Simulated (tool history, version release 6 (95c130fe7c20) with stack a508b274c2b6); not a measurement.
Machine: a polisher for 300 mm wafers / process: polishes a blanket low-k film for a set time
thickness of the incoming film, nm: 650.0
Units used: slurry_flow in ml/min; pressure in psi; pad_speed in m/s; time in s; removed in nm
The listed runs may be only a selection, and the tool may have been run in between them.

{"run": 1, "hour": 0.0, "slurry_flow": 240, "pressure": 1.2, "pad_speed": 1, "slurry_solids": 1, "time": 104, "removed": 27.056}
{"run": 2, "hour": 7.2, "slurry_flow": 240, "pressure": 1, "pad_speed": 1, "slurry_solids": 1, "time": 104, "removed": 22.317}
{"run": 3, "hour": 9.9, "slurry_flow": 240, "pressure": 0.7, "pad_speed": 1, "slurry_solids": 1, "time": 104, "removed": 16.174}
{"run": 4, "hour": 14.9, "slurry_flow": 245, "pressure": 0.7, "pad_speed": 1, "slurry_solids": 1, "time": 104, "removed": 15.876}
{"run": 5, "hour": 19.0, "slurry_flow": 245, "pressure": 0.6, "pad_speed": 1, "slurry_solids": 1, "time": 104, "removed": 13.882}
{"run": 6, "hour": 23.1, "slurry_flow": 245, "pressure": 0.7, "pad_speed": 1, "slurry_solids": 1, "time": 104, "removed": 16.28}
{"run": 7, "hour": 29.0, "slurry_flow": 250, "pressure": 0.8, "pad_speed": 1, "slurry_solids": 1, "time": 104, "removed": 18.126}
{"run": 8, "hour": 36.2, "slurry_flow": 240, "pressure": 0.8, "pad_speed": 1, "slurry_solids": 1, "time": 104, "removed": 18.28}
{"run": 9, "hour": 38.6, "slurry_flow": 245, "pressure": 0.8, "pad_speed": 1, "slurry_solids": 1, "time": 104, "removed": 18.172}

What does the tool deliver on the next run?
{"run": 10, "hour": 42.4, "slurry_flow": 240, "pressure": 0.8, "pad_speed": 1, "slurry_solids": 1, "time": 104, "removed": "?"}

{"run 10": {"removed": 18.105}}
